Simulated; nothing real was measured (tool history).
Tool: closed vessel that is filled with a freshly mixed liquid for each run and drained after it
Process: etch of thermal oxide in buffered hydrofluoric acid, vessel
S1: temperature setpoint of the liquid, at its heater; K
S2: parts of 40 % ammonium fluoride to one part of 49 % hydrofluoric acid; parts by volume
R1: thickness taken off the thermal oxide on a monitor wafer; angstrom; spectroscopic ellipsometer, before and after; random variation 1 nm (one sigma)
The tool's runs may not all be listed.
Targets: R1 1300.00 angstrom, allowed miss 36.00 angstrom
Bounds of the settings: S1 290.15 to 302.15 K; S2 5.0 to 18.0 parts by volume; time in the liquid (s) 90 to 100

Run 1, hour 0.0: S1 294.15 K, S2 11.0 parts by volume, time in the liquid (s) 90. Result: R1 880.84 angstrom.
Run 2, hour 5.2: S1 295.65 K, S2 11.0 parts by volume, time in the liquid (s) 90. Result: R1 943.79 angstrom.
Run 3, hour 11.7: S1 293.65 K, S2 11.0 parts by volume, time in the liquid (s) 90. Result: R1 836.05 angstrom.
Run 4, hour 15.4: S1 293.65 K, S2 11.0 parts by volume, time in the liquid (s) 90. Result: R1 843.77 angstrom.
Run 5, hour 20.5: S1 293.65 K, S2 8.5 parts by volume, time in the liquid (s) 90. Result: R1 1033.20 angstrom.
Run 6, hour 26.0: S1 295.15 K, S2 8.5 parts by volume, time in the liquid (s) 90. Result: R1 1130.50 angstrom.
Run 7, hour 31.4: S1 295.65 K, S2 8.5 parts by volume, time in the liquid (s) 90. Result: R1 1157.70 angstrom.
Run 8, hour 38.1: S1 296.15 K, S2 8.5 parts by volume, time in the liquid (s) 90. Result: R1 1213.20 angstrom.
At hour 45.0: thermometer replaced.
Run 9, hour 45.0: S1 297.65 K, S2 8.5 parts by volume, time in the liquid (s) 90. Result: R1 1190.70 angstrom.

Which of these 4 next moves meets every target?
Run A, hour 51.9: S1 297.15 K, S2 8.5 parts by volume, time in the liquid (s) 100. Result: R1 ?.
Run B, hour 51.9: S1 298.15 K, S2 8.0 parts by volume, time in the liquid (s) 95. Result: R1 ?.
Run C, hour 51.9: S1 295.65 K, S2 7.5 parts by volume, time in the liquid (s) 90. Result: R1 ?.
Run D, hour 51.9: S1 294.65 K, S2 6.0 parts by volume, time in the liquid (s) 90. Result: R1 ?.

move       R1
   A  1302.10
   B  1394.70
   C  1236.20
   D  1440.50
A: meets every target
B: takes the result that was furthest off past its target
C: nearer than the last run, and not there yet
D: takes the result that was furthest off past its target
Move A is the one to make.
